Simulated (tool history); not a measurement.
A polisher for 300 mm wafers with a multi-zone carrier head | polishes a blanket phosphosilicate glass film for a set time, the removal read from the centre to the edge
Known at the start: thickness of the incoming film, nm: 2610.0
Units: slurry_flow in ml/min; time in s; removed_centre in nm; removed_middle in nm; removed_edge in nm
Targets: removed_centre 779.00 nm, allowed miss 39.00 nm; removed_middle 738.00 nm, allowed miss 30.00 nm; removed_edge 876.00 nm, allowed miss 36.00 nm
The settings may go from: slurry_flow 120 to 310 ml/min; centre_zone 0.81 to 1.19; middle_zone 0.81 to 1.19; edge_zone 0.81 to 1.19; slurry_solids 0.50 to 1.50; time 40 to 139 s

run 1 hour=0.0 | slurry_flow=200 centre_zone=1.00 middle_zone=1.00 edge_zone=1.00 slurry_solids=1.00 time=89 | removed_centre=1056.80 removed_middle=1015.30 removed_edge=1031.70
run 2 hour=7.4 | slurry_flow=235 centre_zone=1.00 middle_zone=1.00 edge_zone=1.00 slurry_solids=1.00 time=89 | removed_centre=1073.30 removed_middle=1039.40 removed_edge=1044.70
run 3 hour=10.7 | slurry_flow=235 centre_zone=1.00 middle_zone=1.00 edge_zone=1.03 slurry_solids=1.00 time=89 | removed_centre=1065.30 removed_middle=1012.00 removed_edge=1039.80
run 4 hour=17.3 | slurry_flow=235 centre_zone=1.00 middle_zone=1.00 edge_zone=1.03 slurry_solids=0.85 time=89 | removed_centre=996.93 removed_middle=964.68 removed_edge=981.66
run 5 hour=21.8 | slurry_flow=235 centre_zone=0.99 middle_zone=0.98 edge_zone=1.04 slurry_solids=0.80 time=89 | removed_centre=1004.70 removed_middle=959.32 removed_edge=975.45
run 6 hour=23.0 | slurry_flow=230 centre_zone=0.97 middle_zone=0.96 edge_zone=1.06 slurry_solids=0.75 time=88 | removed_centre=951.11 removed_middle=893.95 removed_edge=978.05
run 7 hour=25.2 | slurry_flow=230 centre_zone=0.96 middle_zone=0.95 edge_zone=1.06 slurry_solids=0.70 time=87 | removed_centre=923.85 removed_middle=845.88 removed_edge=936.73
run 8 hour=32.6 | slurry_flow=230 centre_zone=0.94 middle_zone=0.95 edge_zone=1.06 slurry_solids=0.70 time=87 | removed_centre=914.45 removed_middle=857.35 removed_edge=948.32
run 9 hour=40.7 | slurry_flow=230 centre_zone=0.93 middle_zone=0.94 edge_zone=1.06 slurry_solids=0.65 time=87 | removed_centre=895.47 removed_middle=851.21 removed_edge=916.73
run 10 hour=48.9 | slurry_flow=225 centre_zone=0.92 middle_zone=0.93 edge_zone=1.07 slurry_solids=0.65 time=87 | removed_centre=873.25 removed_middle=823.09 removed_edge=935.45
run 11 hour=49.5 | slurry_flow=220 centre_zone=0.91 middle_zone=0.92 edge_zone=1.07 slurry_solids=0.65 time=87 | removed_centre=858.23 removed_middle=812.95 removed_edge=911.88
run 12 hour=57.9 | slurry_flow=215 centre_zone=0.90 middle_zone=0.91 edge_zone=1.07 slurry_solids=0.65 time=87 | removed_centre=849.36 removed_middle=813.39 removed_edge=924.00

Which of these 5 next moves meets every target?
run A hour=66.3 | slurry_flow=215 centre_zone=0.97 middle_zone=0.95 edge_zone=1.09 slurry_solids=0.70 time=81 | removed_centre=? removed_middle=? removed_edge=?
run B hour=66.3 | slurry_flow=300 centre_zone=0.89 middle_zone=0.89 edge_zone=1.13 slurry_solids=0.60 time=79 | removed_centre=? removed_middle=? removed_edge=?
run C hour=66.3 | slurry_flow=180 centre_zone=0.82 middle_zone=0.91 edge_zone=1.14 slurry_solids=0.65 time=87 | removed_centre=? removed_middle=? removed_edge=?
run D hour=66.3 | slurry_flow=300 centre_zone=0.89 middle_zone=0.99 edge_zone=1.13 slurry_solids=0.70 time=85 | removed_centre=? removed_middle=? removed_edge=?
run E hour=66.3 | slurry_flow=215 centre_zone=0.81 middle_zone=0.81 edge_zone=1.19 slurry_solids=0.55 time=90 | removed_centre=? removed_middle=? removed_edge=?

move=A removed_centre=844.74 removed_middle=803.44 removed_edge=888.71
move=B removed_centre=784.56 removed_middle=743.13 removed_edge=875.21
move=C removed_centre=776.76 removed_middle=794.25 removed_edge=938.13
move=D removed_centre=878.35 removed_middle=908.76 removed_edge=977.84
move=E removed_centre=789.75 removed_middle=737.07 removed_edge=973.06
A: nearer than the last run, and not there yet
B: meets every target
C: nearer than the last run, and not there yet
D: further off than the last run
E: brings the result that was furthest off to its target, and leaves another outside
The right move is B.

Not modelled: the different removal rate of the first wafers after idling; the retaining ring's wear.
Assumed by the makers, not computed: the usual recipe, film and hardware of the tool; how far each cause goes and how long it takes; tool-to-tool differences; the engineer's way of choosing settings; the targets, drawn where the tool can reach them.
